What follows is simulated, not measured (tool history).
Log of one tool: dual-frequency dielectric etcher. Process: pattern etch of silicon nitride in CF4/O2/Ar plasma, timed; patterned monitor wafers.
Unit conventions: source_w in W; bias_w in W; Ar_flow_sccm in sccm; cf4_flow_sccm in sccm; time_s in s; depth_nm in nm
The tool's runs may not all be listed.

run,hour,source_w,bias_w,Ar_flow_sccm,cf4_flow_sccm,time_s,depth_nm
1,0,510,50,113,84,356,687.13
2,4.5,460,50,113,84,356,642.23
3,7.9,460,50,130,84,356,628.76
4,9,460,46,130,84,356,609.4
# hour 11.8: bias power generator calibrated
5,11.8,460,51,130,84,356,625.71
6,18.4,460,51,130,84,329.5,581.63
7,27.1,440,51,130,84,329.5,564.92
8,35.1,420,51,130,84,329.5,543.91
9,43.4,420,51,130,84,329.5,548.11

Run 10 has not been measured yet. What should we expect?
10,51.3,410,51,130,84,329.5,?

Run 10 gave depth_nm 538.35 nm.
